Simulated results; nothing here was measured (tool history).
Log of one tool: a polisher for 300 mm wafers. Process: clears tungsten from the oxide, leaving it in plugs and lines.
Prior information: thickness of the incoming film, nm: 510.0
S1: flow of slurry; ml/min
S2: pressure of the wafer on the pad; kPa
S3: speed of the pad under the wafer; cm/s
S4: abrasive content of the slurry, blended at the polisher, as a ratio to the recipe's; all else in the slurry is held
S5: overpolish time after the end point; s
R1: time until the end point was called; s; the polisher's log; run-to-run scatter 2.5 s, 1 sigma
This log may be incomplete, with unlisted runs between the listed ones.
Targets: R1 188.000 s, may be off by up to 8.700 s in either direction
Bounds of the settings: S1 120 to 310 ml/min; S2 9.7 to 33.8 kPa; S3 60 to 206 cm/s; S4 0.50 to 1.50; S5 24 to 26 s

run,hour,S1,S2,S3,S4,S5,R1
1,0.0,200,21.4,132,1.00,24,102.800
2,6.0,200,24.8,132,1.00,24,88.122
3,12.7,200,20.0,128,1.00,24,111.540
4,17.6,200,22.8,128,1.00,24,101.520
5,21.5,200,20.7,128,1.00,24,109.840
6,25.4,200,17.2,126,1.00,24,132.360
7,30.9,200,15.2,126,1.00,24,152.260
8,39.3,200,13.8,126,1.00,24,160.060
9,46.2,200,13.1,126,1.00,24,172.910

5 candidate next runs follow, results not yet known. Just one meets every target within its allowed miss. Identify it.
A,53.1,205,11.0,148,1.15,26,?
B,53.1,210,11.7,140,1.10,24,?
C,53.1,225,13.1,134,1.00,24,?
D,53.1,170,11.7,132,0.95,26,?
E,53.1,215,12.4,138,1.05,26,?

move,R1
A,169.590
B,170.800
C,163.730
D,193.710
E,165.910
A: misses by more than the last run did
B: misses by more than the last run did
C: misses by more than the last run did
D: each result inside its tolerance
E: misses by more than the last run did
Go with D: it meets all targets.
